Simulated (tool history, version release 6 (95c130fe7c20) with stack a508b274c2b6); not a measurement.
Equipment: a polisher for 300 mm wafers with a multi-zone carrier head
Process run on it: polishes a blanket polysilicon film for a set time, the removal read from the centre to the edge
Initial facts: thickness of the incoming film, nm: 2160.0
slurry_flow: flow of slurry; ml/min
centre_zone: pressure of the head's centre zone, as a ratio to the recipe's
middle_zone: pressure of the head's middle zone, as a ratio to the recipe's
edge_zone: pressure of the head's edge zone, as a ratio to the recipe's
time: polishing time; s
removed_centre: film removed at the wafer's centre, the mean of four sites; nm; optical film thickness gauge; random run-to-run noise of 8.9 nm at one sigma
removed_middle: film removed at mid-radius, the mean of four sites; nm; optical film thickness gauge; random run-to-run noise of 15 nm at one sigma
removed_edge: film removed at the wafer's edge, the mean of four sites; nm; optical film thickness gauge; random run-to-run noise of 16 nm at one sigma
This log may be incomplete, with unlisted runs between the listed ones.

run 1 hour=0 | slurry_flow=135 centre_zone=1 middle_zone=1 edge_zone=1 time=69 | removed_centre=749.14 removed_middle=749.8 removed_edge=758.74
run 2 hour=5.5 | slurry_flow=140 centre_zone=1 middle_zone=1.02 edge_zone=1.02 time=72 | removed_centre=777.79 removed_middle=795.55 removed_edge=796.03
run 3 hour=7.7 | slurry_flow=110 centre_zone=1 middle_zone=1.02 edge_zone=1.02 time=72 | removed_centre=737.3 removed_middle=733.39 removed_edge=756.68
run 4 hour=11.3 | slurry_flow=120 centre_zone=1 middle_zone=1.03 edge_zone=1.03 time=74 | removed_centre=781.93 removed_middle=782.76 removed_edge=794.75
run 5 hour=15.7 | slurry_flow=120 centre_zone=1 middle_zone=1.03 edge_zone=0.97 time=74 | removed_centre=778.06 removed_middle=774.07 removed_edge=785.94
run 6 hour=21.8 | slurry_flow=130 centre_zone=1 middle_zone=1.04 edge_zone=0.98 time=76 | removed_centre=797.59 removed_middle=825.55 removed_edge=811.48
run 7 hour=26 | slurry_flow=150 centre_zone=1.08 middle_zone=1.13 edge_zone=1.08 time=95 | removed_centre=1150.9 removed_middle=1110.6 removed_edge=1104.6
run 8 hour=32.2 | slurry_flow=150 centre_zone=1.07 middle_zone=1.14 edge_zone=1.08 time=95 | removed_centre=1100.2 removed_middle=1177 removed_edge=1089.8
run 9 hour=40.6 | slurry_flow=150 centre_zone=1.07 middle_zone=1.14 edge_zone=1.08 time=95 | removed_centre=1121.4 removed_middle=1150.6 removed_edge=1095.3
-- hour=41.8 worn pad replaced by a new one
run 10 hour=41.8 | slurry_flow=150 centre_zone=1.05 middle_zone=1.15 edge_zone=1.09 time=96 | removed_centre=1235 removed_middle=1306.5 removed_edge=1235.4
run 11 hour=48.2 | slurry_flow=145 centre_zone=1.05 middle_zone=1.15 edge_zone=1.08 time=96 | removed_centre=1236.7 removed_middle=1307.1 removed_edge=1269.3
run 12 hour=56.6 | slurry_flow=145 centre_zone=1.04 middle_zone=1.15 edge_zone=1.07 time=95 | removed_centre=1196 removed_middle=1287.4 removed_edge=1232.3

Run 13, settings as shown, results not yet in. Your forecast:
run 13 hour=57.6 | slurry_flow=145 centre_zone=1.04 middle_zone=1.15 edge_zone=1.06 time=94 | removed_centre=? removed_middle=? removed_edge=?

Run 13 produced removed_centre 1195.2 nm, removed_middle 1282.6 nm, removed_edge 1187.9 nm.

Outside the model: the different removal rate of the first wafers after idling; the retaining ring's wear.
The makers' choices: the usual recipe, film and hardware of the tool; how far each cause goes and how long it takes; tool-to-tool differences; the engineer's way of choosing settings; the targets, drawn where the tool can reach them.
